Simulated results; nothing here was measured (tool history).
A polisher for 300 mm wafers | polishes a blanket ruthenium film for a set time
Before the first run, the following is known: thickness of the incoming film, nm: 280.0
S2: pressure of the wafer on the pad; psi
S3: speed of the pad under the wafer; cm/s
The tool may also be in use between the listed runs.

run 1 day=0.000 | flow_of_slurry_(ml/min)=170 S2=2.0 S3=102 polishing_time_(s)=22 | film_removed_(angstrom)=301.90
run 2 day=0.154 | flow_of_slurry_(ml/min)=170 S2=2.0 S3=126 polishing_time_(s)=22 | film_removed_(angstrom)=362.56
run 3 day=0.354 | flow_of_slurry_(ml/min)=170 S2=1.8 S3=126 polishing_time_(s)=22 | film_removed_(angstrom)=334.53
run 4 day=0.671 | flow_of_slurry_(ml/min)=205 S2=1.8 S3=126 polishing_time_(s)=22 | film_removed_(angstrom)=346.77
run 5 day=0.700 | flow_of_slurry_(ml/min)=200 S2=1.6 S3=124 polishing_time_(s)=22 | film_removed_(angstrom)=313.27
run 6 day=0.838 | flow_of_slurry_(ml/min)=200 S2=1.8 S3=124 polishing_time_(s)=22 | film_removed_(angstrom)=339.16
run 7 day=0.862 | flow_of_slurry_(ml/min)=195 S2=1.6 S3=122 polishing_time_(s)=22 | film_removed_(angstrom)=304.57
run 8 day=1.079 | flow_of_slurry_(ml/min)=190 S2=1.4 S3=120 polishing_time_(s)=22 | film_removed_(angstrom)=270.79

Run 9, settings as shown, results not yet in. Your forecast:
run 9 day=1.196 | flow_of_slurry_(ml/min)=185 S2=1.3 S3=118 polishing_time_(s)=22 | film_removed_(angstrom)=?

film removed (angstrom): 245.74
